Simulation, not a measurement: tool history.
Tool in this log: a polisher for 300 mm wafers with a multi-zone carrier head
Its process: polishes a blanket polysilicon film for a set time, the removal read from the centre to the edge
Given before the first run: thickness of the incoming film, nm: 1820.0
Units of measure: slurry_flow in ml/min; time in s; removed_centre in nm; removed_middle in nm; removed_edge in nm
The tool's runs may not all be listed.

run	hour	slurry_flow	centre_zone	middle_zone	edge_zone	time	removed_centre	removed_middle	removed_edge
1	0.0	135	1.00	1.00	1.00	62	601.99	630.88	617.95
2	6.5	130	0.98	1.00	0.99	60	577.41	604.48	575.07
3	13.5	130	0.98	1.00	1.03	60	569.39	616.33	612.08
4	18.1	130	1.04	1.00	1.03	60	612.51	612.48	620.29
5	23.6	150	1.04	1.00	1.03	60	631.90	616.22	612.15
6	27.3	145	1.02	1.00	1.03	58	587.06	588.24	586.45
7	31.2	145	1.00	1.00	1.03	56	559.03	565.28	569.67
8	34.4	140	0.98	1.00	1.03	55	531.64	570.08	556.39
9	35.8	140	0.96	0.99	1.03	54	514.21	538.58	563.06
10	43.3	105	0.86	1.09	0.93	39	311.70	410.07	371.30

Run 11 has not been measured yet. What should we expect?
11	47.6	110	0.86	1.09	0.94	39	?	?	?

{"run 11": {"removed_centre": 319.23, "removed_middle": 402.32, "removed_edge": 371.53}}

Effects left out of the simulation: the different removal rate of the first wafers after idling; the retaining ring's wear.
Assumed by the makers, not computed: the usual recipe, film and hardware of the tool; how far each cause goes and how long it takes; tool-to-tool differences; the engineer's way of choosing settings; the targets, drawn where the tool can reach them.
